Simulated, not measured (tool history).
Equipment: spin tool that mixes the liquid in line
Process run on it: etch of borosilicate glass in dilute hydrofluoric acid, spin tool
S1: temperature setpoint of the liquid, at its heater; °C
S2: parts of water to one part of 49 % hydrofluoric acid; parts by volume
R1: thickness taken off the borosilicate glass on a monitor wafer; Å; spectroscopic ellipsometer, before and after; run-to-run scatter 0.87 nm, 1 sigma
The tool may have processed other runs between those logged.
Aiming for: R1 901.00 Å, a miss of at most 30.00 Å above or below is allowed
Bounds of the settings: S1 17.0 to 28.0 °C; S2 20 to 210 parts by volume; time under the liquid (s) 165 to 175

run 1 hour=0.0 | S1=20.0 S2=115 time_under_the_liquid_(s)=165 | R1=425.78
run 2 hour=6.8 | S1=20.0 S2=150 time_under_the_liquid_(s)=165 | R1=312.73
run 3 hour=15.5 | S1=20.0 S2=170 time_under_the_liquid_(s)=165 | R1=269.91
run 4 hour=24.4 | S1=23.0 S2=170 time_under_the_liquid_(s)=165 | R1=308.02
run 5 hour=32.9 | S1=24.5 S2=145 time_under_the_liquid_(s)=165 | R1=384.00
run 6 hour=37.9 | S1=28.0 S2=145 time_under_the_liquid_(s)=165 | R1=436.33
run 7 hour=40.9 | S1=28.0 S2=120 time_under_the_liquid_(s)=165 | R1=543.51
run 8 hour=46.0 | S1=28.0 S2=70 time_under_the_liquid_(s)=165 | R1=1033.90
run 9 hour=54.5 | S1=27.0 S2=70 time_under_the_liquid_(s)=165 | R1=978.50
run 10 hour=61.7 | S1=26.5 S2=70 time_under_the_liquid_(s)=165 | R1=952.50
run 11 hour=70.7 | S1=26.0 S2=70 time_under_the_liquid_(s)=165 | R1=938.72

4 next moves are on the table. One of them brings every result within its allowed miss. Which?
run A hour=79.7 | S1=25.0 S2=65 time_under_the_liquid_(s)=165 | R1=?
run B hour=79.7 | S1=24.0 S2=70 time_under_the_liquid_(s)=175 | R1=?
run C hour=79.7 | S1=26.5 S2=70 time_under_the_liquid_(s)=175 | R1=?
run D hour=79.7 | S1=25.5 S2=70 time_under_the_liquid_(s)=175 | R1=?

move=A R1=974.58
move=B R1=915.78
move=C R1=1012.30
move=D R1=972.79
A: the biggest miss grows against the last run
B: in spec on every target
C: the biggest miss grows against the last run
D: the biggest miss grows against the last run
The move that meets every target is B.
